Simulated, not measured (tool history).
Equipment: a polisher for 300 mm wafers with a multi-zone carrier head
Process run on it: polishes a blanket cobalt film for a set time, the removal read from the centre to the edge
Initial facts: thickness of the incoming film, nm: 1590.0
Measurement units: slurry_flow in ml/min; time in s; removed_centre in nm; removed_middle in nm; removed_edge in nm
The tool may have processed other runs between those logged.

{"run": 1, "hour": 0.0, "slurry_flow": 205, "centre_zone": 1, "middle_zone": 1, "edge_zone": 1, "time": 47, "removed_centre": 211.18, "removed_middle": 222.48, "removed_edge": 218.23}
{"run": 2, "hour": 1.0, "slurry_flow": 220, "centre_zone": 1.02, "middle_zone": 1.04, "edge_zone": 1.03, "time": 48, "removed_centre": 215.64, "removed_middle": 234.42, "removed_edge": 224.15}
{"run": 3, "hour": 5.0, "slurry_flow": 225, "centre_zone": 1.04, "middle_zone": 1.06, "edge_zone": 1.05, "time": 49, "removed_centre": 237.85, "removed_middle": 241.61, "removed_edge": 233.74}
{"run": 4, "hour": 7.8, "slurry_flow": 225, "centre_zone": 0.99, "middle_zone": 1.06, "edge_zone": 1.05, "time": 49, "removed_centre": 223.16, "removed_middle": 245.02, "removed_edge": 232.37}
{"run": 5, "hour": 16.7, "slurry_flow": 200, "centre_zone": 0.99, "middle_zone": 1.06, "edge_zone": 1.05, "time": 49, "removed_centre": 219.39, "removed_middle": 240.29, "removed_edge": 233.79}
{"run": 6, "hour": 19.7, "slurry_flow": 210, "centre_zone": 1, "middle_zone": 1.09, "edge_zone": 1.07, "time": 50, "removed_centre": 219.49, "removed_middle": 252.92, "removed_edge": 241.53}
{"run": 7, "hour": 20.7, "slurry_flow": 225, "centre_zone": 1.02, "middle_zone": 1.11, "edge_zone": 1.08, "time": 50, "removed_centre": 233.63, "removed_middle": 258.17, "removed_edge": 243.97}
{"run": 8, "hour": 26.6, "slurry_flow": 235, "centre_zone": 1.03, "middle_zone": 1.13, "edge_zone": 1.09, "time": 50, "removed_centre": 237.62, "removed_middle": 261.96, "removed_edge": 241.97}
{"run": 9, "hour": 32.4, "slurry_flow": 240, "centre_zone": 1.03, "middle_zone": 1.14, "edge_zone": 1.1, "time": 50, "removed_centre": 240.53, "removed_middle": 266.2, "removed_edge": 244.77}

Run 10 is up next; what results do you expect?
{"run": 10, "hour": 38.4, "slurry_flow": 295, "centre_zone": 1.06, "middle_zone": 1.19, "edge_zone": 1.16, "time": 50, "removed_centre": "?", "removed_middle": "?", "removed_edge": "?"}

Run 10 measured removed_centre 250.47 nm, removed_middle 280.43 nm, removed_edge 254.71 nm.
